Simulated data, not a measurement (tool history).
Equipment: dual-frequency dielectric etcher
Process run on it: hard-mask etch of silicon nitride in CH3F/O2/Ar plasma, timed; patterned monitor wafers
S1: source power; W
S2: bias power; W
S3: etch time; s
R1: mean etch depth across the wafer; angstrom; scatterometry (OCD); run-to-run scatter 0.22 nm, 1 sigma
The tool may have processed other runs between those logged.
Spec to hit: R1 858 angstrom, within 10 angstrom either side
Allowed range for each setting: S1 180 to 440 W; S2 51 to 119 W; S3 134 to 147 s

run 1 hour=0 | S1=310 S2=85 S3=147 | R1=943.16
run 2 hour=4.5 | S1=290 S2=85 S3=147 | R1=917.69
run 3 hour=9.9 | S1=290 S2=93 S3=147 | R1=950.84
run 4 hour=16.8 | S1=290 S2=93 S3=147 | R1=951.9
run 5 hour=20 | S1=340 S2=93 S3=147 | R1=1009
run 6 hour=22.4 | S1=340 S2=93 S3=134 | R1=923.55
run 7 hour=27 | S1=320 S2=92 S3=134 | R1=898.59
run 8 hour=35 | S1=310 S2=92 S3=134 | R1=887.46
run 9 hour=42.2 | S1=300 S2=92 S3=134 | R1=875.93

Which of these 4 next moves meets every target?
run A hour=49.4 | S1=280 S2=97 S3=136 | R1=?
run B hour=49.4 | S1=290 S2=78 S3=142.5 | R1=?
run C hour=49.4 | S1=290 S2=80 S3=144 | R1=?
run D hour=49.4 | S1=240 S2=105 S3=139.5 | R1=?

move=A R1=884.14
move=B R1=860.83
move=C R1=878.58
move=D R1=884.16
A: moves away from the targets compared with the last run
B: hits every target within its allowed miss
C: moves away from the targets compared with the last run
D: moves away from the targets compared with the last run
Move B is the one to make.

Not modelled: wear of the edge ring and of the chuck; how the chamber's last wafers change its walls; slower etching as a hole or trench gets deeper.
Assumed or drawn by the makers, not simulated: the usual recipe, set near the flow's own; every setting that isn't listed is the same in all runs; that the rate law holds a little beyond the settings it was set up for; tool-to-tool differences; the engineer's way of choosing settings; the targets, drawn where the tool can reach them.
